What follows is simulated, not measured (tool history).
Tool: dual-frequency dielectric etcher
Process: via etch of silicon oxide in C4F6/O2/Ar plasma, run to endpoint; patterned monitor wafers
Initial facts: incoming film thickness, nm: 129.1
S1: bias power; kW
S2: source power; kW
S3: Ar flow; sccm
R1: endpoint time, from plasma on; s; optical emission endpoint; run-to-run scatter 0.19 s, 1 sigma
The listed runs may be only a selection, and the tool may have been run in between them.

run,hour,S1,S2,S3,R1
1,0,0.476,0.33,228,32.786
2,2.5,0.476,0.33,257,33.657
3,10.1,0.476,0.33,279,33.413
4,13.9,0.51,0.34,278,32.19
5,15.1,0.51,0.39,278,30.313
6,19.5,0.53,0.39,278,30.023
7,24.2,0.549,0.39,277,29.767

The next listed run, before its measurement:
8,29.2,0.565,0.4,276,?

R1: 28.934 s

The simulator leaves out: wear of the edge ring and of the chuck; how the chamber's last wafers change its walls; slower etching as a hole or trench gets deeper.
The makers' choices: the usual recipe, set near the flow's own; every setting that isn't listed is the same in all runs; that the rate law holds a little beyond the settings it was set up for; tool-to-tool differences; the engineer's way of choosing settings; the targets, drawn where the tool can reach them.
